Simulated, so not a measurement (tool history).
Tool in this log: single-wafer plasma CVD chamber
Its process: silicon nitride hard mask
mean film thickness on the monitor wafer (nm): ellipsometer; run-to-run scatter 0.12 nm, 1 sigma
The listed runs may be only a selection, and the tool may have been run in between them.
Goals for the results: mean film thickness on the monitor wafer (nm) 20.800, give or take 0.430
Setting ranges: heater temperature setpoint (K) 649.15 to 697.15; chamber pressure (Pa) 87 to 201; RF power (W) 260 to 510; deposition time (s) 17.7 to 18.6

| run | day | heater temperature setpoint (K) | chamber pressure (Pa) | RF power (W) | deposition time (s) | mean film thickness on the monitor wafer (nm) |
|---|---|---|---|---|---|---|
| 1 | 0.000 | 673.15 | 144 | 385 | 18.6 | 22.881 |
| 2 | 0.129 | 673.15 | 144 | 385 | 18.6 | 22.854 |
| 3 | 0.392 | 673.15 | 140 | 385 | 18.6 | 22.655 |
| 4 | 0.742 | 673.15 | 140 | 330 | 18.6 | 21.565 |
| 5 | 0.875 | 673.15 | 139 | 330 | 18.6 | 21.401 |
| 6 | 0.929 | 673.15 | 119 | 330 | 18.6 | 19.644 |
| 7 | 1.292 | 673.15 | 120 | 330 | 18.6 | 19.623 |
| 8 | 1.600 | 673.15 | 121 | 330 | 18.6 | 19.539 |

Which single option among these 5 for the next run brings every result within its allowed miss of target? Just one does.
| A | 1.908 | 673.15 | 128 | 305 | 17.7 | ? |
| B | 1.908 | 683.15 | 132 | 370 | 18.6 | ? |
| C | 1.908 | 670.15 | 132 | 260 | 17.7 | ? |
| D | 1.908 | 663.15 | 101 | 430 | 17.7 | ? |
| E | 1.908 | 676.15 | 140 | 305 | 18.6 | ? |

| move | mean film thickness on the monitor wafer (nm) |
|---|---|
| A | 18.781 |
| B | 21.616 |
| C | 17.968 |
| D | 18.449 |
| E | 20.669 |
A: lands further from the targets than the last run did
B: moves the result that the last run missed by most past its target, out the other side
C: lands further from the targets than the last run did
D: lands further from the targets than the last run did
E: every result within its allowed miss
E is the move that brings every result within its allowed miss.

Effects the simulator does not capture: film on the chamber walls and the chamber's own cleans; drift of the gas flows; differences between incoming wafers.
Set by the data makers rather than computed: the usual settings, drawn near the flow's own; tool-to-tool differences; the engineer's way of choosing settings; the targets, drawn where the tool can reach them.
